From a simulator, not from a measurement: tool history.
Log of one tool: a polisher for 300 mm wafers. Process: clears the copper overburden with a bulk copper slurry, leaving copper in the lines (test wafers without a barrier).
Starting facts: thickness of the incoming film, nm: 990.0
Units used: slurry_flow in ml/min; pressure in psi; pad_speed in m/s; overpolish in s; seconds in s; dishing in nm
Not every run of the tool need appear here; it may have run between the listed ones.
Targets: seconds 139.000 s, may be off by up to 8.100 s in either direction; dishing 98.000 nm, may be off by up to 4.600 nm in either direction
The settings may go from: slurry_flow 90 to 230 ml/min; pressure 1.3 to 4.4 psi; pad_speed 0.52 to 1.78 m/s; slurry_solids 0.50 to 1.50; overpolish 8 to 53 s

| run | day | slurry_flow | pressure | pad_speed | slurry_solids | overpolish | seconds | dishing |
|---|---|---|---|---|---|---|---|---|
| 1 | 0.000 | 150 | 2.8 | 1.14 | 1.00 | 27 | 80.897 | 113.720 |
| 2 | 0.167 | 150 | 2.8 | 1.14 | 1.00 | 38 | 82.085 | 122.420 |
| 3 | 0.258 | 150 | 2.8 | 1.14 | 1.00 | 45 | 81.621 | 127.320 |
| 4 | 0.483 | 150 | 2.8 | 1.14 | 1.00 | 53 | 80.929 | 130.530 |
| 5 | 0.667 | 150 | 2.5 | 1.12 | 1.00 | 53 | 91.464 | 123.850 |
| 6 | 0.808 | 150 | 2.3 | 1.12 | 1.00 | 53 | 97.931 | 118.870 |
| 7 | 0.925 | 150 | 2.1 | 1.12 | 1.00 | 53 | 108.880 | 114.690 |
| 8 | 1.233 | 150 | 2.0 | 1.12 | 1.00 | 51 | 115.850 | 112.120 |
| 9 | 1.358 | 150 | 1.9 | 1.12 | 1.00 | 48 | 116.670 | 107.140 |
| 10 | 1.396 | 150 | 1.8 | 1.12 | 1.00 | 48 | 127.580 | 105.990 |
| 11 | 1.467 | 150 | 1.8 | 1.12 | 1.00 | 46 | 123.480 | 102.390 |

Pick the move, out of 4, that brings all results within their allowed miss; only one does.
| A | 1.538 | 185 | 1.7 | 1.02 | 0.85 | 42 | ? | ? |
| B | 1.538 | 175 | 1.7 | 1.58 | 1.05 | 46 | ? | ? |
| C | 1.538 | 130 | 2.0 | 1.00 | 1.20 | 35 | ? | ? |
| D | 1.538 | 145 | 1.7 | 1.24 | 1.10 | 37 | ? | ? |

| move | seconds | dishing |
|---|---|---|
| A | 138.950 | 95.855 |
| B | 93.805 | 105.700 |
| C | 119.930 | 98.990 |
| D | 117.270 | 97.039 |
A: in spec on every target
B: misses by more than the last run did
C: misses by more than the last run did
D: misses by more than the last run did
The right move is A.
